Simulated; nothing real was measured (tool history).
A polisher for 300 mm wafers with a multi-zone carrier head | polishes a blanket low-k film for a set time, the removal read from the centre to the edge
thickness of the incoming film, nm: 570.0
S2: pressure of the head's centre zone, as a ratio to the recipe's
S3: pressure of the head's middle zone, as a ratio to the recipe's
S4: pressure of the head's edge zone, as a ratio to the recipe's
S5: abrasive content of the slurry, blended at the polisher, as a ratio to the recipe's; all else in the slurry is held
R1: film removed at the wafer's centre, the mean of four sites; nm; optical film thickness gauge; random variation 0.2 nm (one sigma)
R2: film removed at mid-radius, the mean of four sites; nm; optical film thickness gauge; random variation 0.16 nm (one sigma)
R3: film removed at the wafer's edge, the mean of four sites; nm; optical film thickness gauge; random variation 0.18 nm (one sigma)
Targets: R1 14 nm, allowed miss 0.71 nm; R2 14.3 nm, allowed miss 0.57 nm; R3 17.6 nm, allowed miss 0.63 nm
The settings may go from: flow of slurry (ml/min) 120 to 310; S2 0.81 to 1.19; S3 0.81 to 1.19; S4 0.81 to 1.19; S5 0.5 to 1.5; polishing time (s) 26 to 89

run 1 day=0 | flow_of_slurry_(ml/min)=200 S2=1 S3=1 S4=1 S5=1 polishing_time_(s)=57 | R1=22.052 R2=23.337 R3=23.605
run 2 day=0.088 | flow_of_slurry_(ml/min)=200 S2=1 S3=1 S4=1 S5=0.9 polishing_time_(s)=57 | R1=21.288 R2=22.22 R3=22.052
run 3 day=0.208 | flow_of_slurry_(ml/min)=200 S2=0.93 S3=1 S4=1 S5=0.9 polishing_time_(s)=57 | R1=20.248 R2=21.666 R3=21.885
run 4 day=0.362 | flow_of_slurry_(ml/min)=200 S2=0.93 S3=1 S4=1 S5=0.8 polishing_time_(s)=57 | R1=18.721 R2=20.265 R3=20.625
run 5 day=0.546 | flow_of_slurry_(ml/min)=200 S2=1.01 S3=1 S4=1 S5=0.8 polishing_time_(s)=57 | R1=19.698 R2=20.38 R3=20.404
run 6 day=0.854 | flow_of_slurry_(ml/min)=200 S2=1.01 S3=0.93 S4=1 S5=0.8 polishing_time_(s)=57 | R1=19.564 R2=19.261 R3=21.089
run 7 day=1.096 | flow_of_slurry_(ml/min)=195 S2=0.98 S3=0.92 S4=1 S5=0.75 polishing_time_(s)=57 | R1=18.245 R2=17.901 R3=20.085
run 8 day=1.296 | flow_of_slurry_(ml/min)=190 S2=0.96 S3=0.91 S4=1 S5=0.75 polishing_time_(s)=57 | R1=17.989 R2=18.09 R3=19.934
run 9 day=1.342 | flow_of_slurry_(ml/min)=190 S2=0.94 S3=0.9 S4=1.01 S5=0.7 polishing_time_(s)=57 | R1=16.627 R2=16.859 R3=19.32

5 next moves are on the table. One of them brings every result within its allowed miss. Which?
run A day=1.388 | flow_of_slurry_(ml/min)=205 S2=0.87 S3=0.82 S4=1.06 S5=0.7 polishing_time_(s)=51 | R1=? R2=? R3=?
run B day=1.388 | flow_of_slurry_(ml/min)=140 S2=1.1 S3=0.81 S4=1.19 S5=0.75 polishing_time_(s)=59 | R1=? R2=? R3=?
run C day=1.388 | flow_of_slurry_(ml/min)=160 S2=0.81 S3=1.07 S4=1.15 S5=0.55 polishing_time_(s)=63 | R1=? R2=? R3=?
run D day=1.388 | flow_of_slurry_(ml/min)=185 S2=1.09 S3=0.84 S4=1.02 S5=0.6 polishing_time_(s)=75 | R1=? R2=? R3=?
run E day=1.388 | flow_of_slurry_(ml/min)=260 S2=1.06 S3=0.89 S4=1.01 S5=0.8 polishing_time_(s)=55 | R1=? R2=? R3=?

move=A R1=14.188 R2=14.063 R3=17.67
move=B R1=19.981 R2=15.601 R3=21.473
move=C R1=13.097 R2=17.491 R3=18.494
move=D R1=23.115 R2=18.632 R3=22.641
move=E R1=21.037 R2=18.188 R3=20.696
A: meets every target
B: further off than the last run
C: further off than the last run
D: further off than the last run
E: further off than the last run
Move A is the one to make.
